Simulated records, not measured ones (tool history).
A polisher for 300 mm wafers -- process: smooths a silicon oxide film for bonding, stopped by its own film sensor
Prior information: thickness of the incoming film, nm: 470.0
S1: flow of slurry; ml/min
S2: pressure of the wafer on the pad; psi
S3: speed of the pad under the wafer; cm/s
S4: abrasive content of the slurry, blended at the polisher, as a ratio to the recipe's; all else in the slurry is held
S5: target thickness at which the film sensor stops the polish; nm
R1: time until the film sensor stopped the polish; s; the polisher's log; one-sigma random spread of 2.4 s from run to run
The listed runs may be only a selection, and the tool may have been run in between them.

Run 1, day 0: S1 295 ml/min, S2 2.5 psi, S3 104 cm/s, S4 1, S5 368 nm. Result: R1 116.84 s.
Run 2, day 0.158: S1 295 ml/min, S2 3.1 psi, S3 104 cm/s, S4 1, S5 368 nm. Result: R1 95.265 s.
Run 3, day 0.275: S1 295 ml/min, S2 2.8 psi, S3 104 cm/s, S4 1, S5 368 nm. Result: R1 105.78 s.
Run 4, day 0.3: S1 295 ml/min, S2 3.2 psi, S3 104 cm/s, S4 1, S5 368 nm. Result: R1 92.163 s.
Run 5, day 0.379: S1 295 ml/min, S2 2.6 psi, S3 98 cm/s, S4 1, S5 368 nm. Result: R1 121.8 s.
Run 6, day 0.412: S1 295 ml/min, S2 2.6 psi, S3 116 cm/s, S4 1, S5 368 nm. Result: R1 105.25 s.
Run 7, day 0.508: S1 295 ml/min, S2 2.2 psi, S3 110 cm/s, S4 1, S5 368 nm. Result: R1 127.76 s.
At day 0.533: worn pad replaced by a new one.
Run 8, day 0.533: S1 295 ml/min, S2 1.9 psi, S3 106 cm/s, S4 1, S5 368 nm. Result: R1 138.74 s.

What will run 9 give?
Run 9, day 0.733: S1 295 ml/min, S2 1.7 psi, S3 98 cm/s, S4 1, S5 368 nm. Result: R1 ?.

R1: 164.23 s
